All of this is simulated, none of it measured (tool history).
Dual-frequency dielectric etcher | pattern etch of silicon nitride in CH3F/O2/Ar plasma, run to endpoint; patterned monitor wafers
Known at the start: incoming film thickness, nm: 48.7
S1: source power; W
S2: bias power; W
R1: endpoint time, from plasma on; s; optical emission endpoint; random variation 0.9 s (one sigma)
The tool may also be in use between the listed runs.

run 1 hour=0.0 | S1=460 S2=55 | R1=69.662
run 2 hour=3.0 | S1=430 S2=52 | R1=74.199
run 3 hour=9.6 | S1=470 S2=52 | R1=71.132
run 4 hour=17.2 | S1=470 S2=56 | R1=67.656
run 5 hour=22.6 | S1=540 S2=56 | R1=63.417
run 6 hour=25.0 | S1=590 S2=56 | R1=62.551

The next listed run, before its measurement:
run 7 hour=26.4 | S1=540 S2=53 | R1=?

R1: 65.506 s

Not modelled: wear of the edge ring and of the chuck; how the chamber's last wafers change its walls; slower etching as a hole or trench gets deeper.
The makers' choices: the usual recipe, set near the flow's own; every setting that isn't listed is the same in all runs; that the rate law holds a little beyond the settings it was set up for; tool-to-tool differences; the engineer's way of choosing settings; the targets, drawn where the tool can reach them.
